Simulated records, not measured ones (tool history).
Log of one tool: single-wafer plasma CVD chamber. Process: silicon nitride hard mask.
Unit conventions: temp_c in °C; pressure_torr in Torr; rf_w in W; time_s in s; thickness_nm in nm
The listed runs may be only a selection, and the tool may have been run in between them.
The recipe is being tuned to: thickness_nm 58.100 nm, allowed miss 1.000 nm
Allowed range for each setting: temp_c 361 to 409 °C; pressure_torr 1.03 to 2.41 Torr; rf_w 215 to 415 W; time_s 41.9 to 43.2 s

run	hour	temp_c	pressure_torr	rf_w	time_s	thickness_nm
1	0.0	385	1.72	315	41.9	50.497
2	3.3	385	1.79	320	41.9	51.542
3	11.8	389	1.79	320	41.9	51.741
4	19.0	389	1.79	320	41.9	51.686
5	19.8	389	1.85	320	41.9	52.011
6	25.0	378	1.85	320	41.9	52.466
7	30.8	378	1.91	320	41.9	52.628
8	32.8	378	1.91	320	41.9	52.603
9	35.6	378	1.96	325	41.9	53.906
10	40.9	378	2.00	325	41.9	54.268

5 candidate next runs follow, results not yet known. Just one meets every target within its allowed miss. Identify it.
A	46.2	384	1.97	360	42.7	?
B	46.2	379	1.94	305	43.1	?
C	46.2	370	2.09	350	43.2	?
D	46.2	384	1.62	365	43.0	?
E	46.2	378	2.23	345	43.0	?

move	thickness_nm
A	59.772
B	51.699
C	60.184
D	58.109
E	59.810
A: pushes the last run's worst result past its target
B: further off than the last run
C: pushes the last run's worst result past its target
D: meets every target
E: pushes the last run's worst result past its target
D meets every target.
